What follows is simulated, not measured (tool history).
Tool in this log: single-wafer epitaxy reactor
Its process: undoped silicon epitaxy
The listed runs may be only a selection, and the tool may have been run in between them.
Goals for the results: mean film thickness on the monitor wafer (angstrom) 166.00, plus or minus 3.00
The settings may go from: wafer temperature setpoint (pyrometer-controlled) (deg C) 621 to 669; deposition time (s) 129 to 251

| run | hour | wafer temperature setpoint (pyrometer-controlled) (deg C) | deposition time (s) | mean film thickness on the monitor wafer (angstrom) |
|---|---|---|---|---|
| 1 | 0.0 | 645 | 190 | 290.40 |
| 2 | 2.6 | 645 | 205 | 313.53 |
| 3 | 10.2 | 651 | 205 | 362.68 |
| 4 | 17.7 | 647 | 203 | 323.55 |
| 5 | 18.9 | 644 | 201 | 297.28 |
| 6 | 24.4 | 638 | 201 | 253.42 |
| 7 | 26.2 | 636 | 201 | 244.83 |
| 8 | 30.9 | 636 | 201 | 245.35 |
| 9 | 34.1 | 634 | 200 | 229.87 |
| 10 | 37.7 | 632 | 200 | 218.51 |
| 11 | 41.2 | 621 | 194 | 156.29 |
| 12 | 47.4 | 624 | 194 | 170.73 |
| 13 | 50.1 | 624 | 194 | 172.70 |

Exactly one of the 4 candidate moves below puts every result within its allowed miss. Which one?
| A | 52.8 | 630 | 177 | ? |
| B | 52.8 | 624 | 200 | ? |
| C | 52.8 | 624 | 198 | ? |
| D | 52.8 | 621 | 203 | ? |

| move | mean film thickness on the monitor wafer (angstrom) |
|---|---|
| A | 181.94 |
| B | 175.60 |
| C | 173.85 |
| D | 164.58 |
A: misses by more than the last run did
B: misses by more than the last run did
C: misses by more than the last run did
D: every result lands within tolerance
Correct choice: D, which meets every target
